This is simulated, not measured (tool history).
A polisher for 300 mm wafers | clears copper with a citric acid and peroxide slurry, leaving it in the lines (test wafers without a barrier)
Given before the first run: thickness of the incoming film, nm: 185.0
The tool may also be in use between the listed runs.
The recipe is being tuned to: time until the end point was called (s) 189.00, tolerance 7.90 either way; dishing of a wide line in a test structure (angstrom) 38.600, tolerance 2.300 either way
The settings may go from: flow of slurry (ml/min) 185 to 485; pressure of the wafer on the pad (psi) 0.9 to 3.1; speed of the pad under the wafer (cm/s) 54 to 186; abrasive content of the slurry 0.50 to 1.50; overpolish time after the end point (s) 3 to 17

| run | hour | flow of slurry (ml/min) | pressure of the wafer on the pad (psi) | speed of the pad under the wafer (cm/s) | abrasive content of the slurry | overpolish time after the end point (s) | time until the end point was called (s) | dishing of a wide line in a test structure (angstrom) |
|---|---|---|---|---|---|---|---|---|
| 1 | 0.0 | 310 | 2.0 | 118 | 1.00 | 9 | 129.11 | 121.740 |
| 2 | 5.4 | 310 | 2.0 | 118 | 1.00 | 7 | 128.56 | 96.176 |
| 3 | 8.6 | 310 | 2.4 | 118 | 1.00 | 7 | 114.87 | 108.510 |
| 4 | 14.0 | 310 | 2.2 | 114 | 1.00 | 6 | 125.93 | 86.064 |
| 5 | 20.7 | 310 | 2.2 | 114 | 0.80 | 6 | 127.21 | 83.237 |
| 6 | 26.7 | 310 | 2.2 | 114 | 0.95 | 6 | 126.11 | 84.102 |
| 7 | 32.4 | 310 | 2.0 | 112 | 0.95 | 6 | 134.92 | 78.323 |
| 8 | 38.4 | 310 | 1.9 | 110 | 0.95 | 6 | 141.56 | 72.449 |
| 9 | 44.1 | 310 | 1.8 | 108 | 0.95 | 6 | 149.98 | 72.452 |
| 10 | 51.5 | 245 | 2.1 | 74 | 0.70 | 3 | 196.63 | 28.914 |
| 11 | 53.0 | 260 | 2.1 | 74 | 0.70 | 3 | 195.39 | 28.427 |

5 next moves are on the table. One of them brings every result within its allowed miss. Which?
| A | 54.5 | 250 | 2.1 | 68 | 0.75 | 5 | ? | ? |
| B | 54.5 | 315 | 2.0 | 74 | 0.75 | 5 | ? | ? |
| C | 54.5 | 275 | 1.9 | 72 | 0.85 | 5 | ? | ? |
| D | 54.5 | 295 | 1.4 | 106 | 0.55 | 5 | ? | ? |
| E | 54.5 | 185 | 1.9 | 86 | 0.80 | 4 | ? | ? |

| move | time until the end point was called (s) | dishing of a wide line in a test structure (angstrom) |
|---|---|---|
| A | 213.13 | 44.066 |
| B | 202.18 | 46.386 |
| C | 212.53 | 44.167 |
| D | 193.62 | 48.302 |
| E | 191.70 | 39.265 |
A: pushes the last run's worst result past its target
B: pushes the last run's worst result past its target
C: pushes the last run's worst result past its target
D: pushes the last run's worst result past its target
E: every result within its allowed miss
The right move is E.
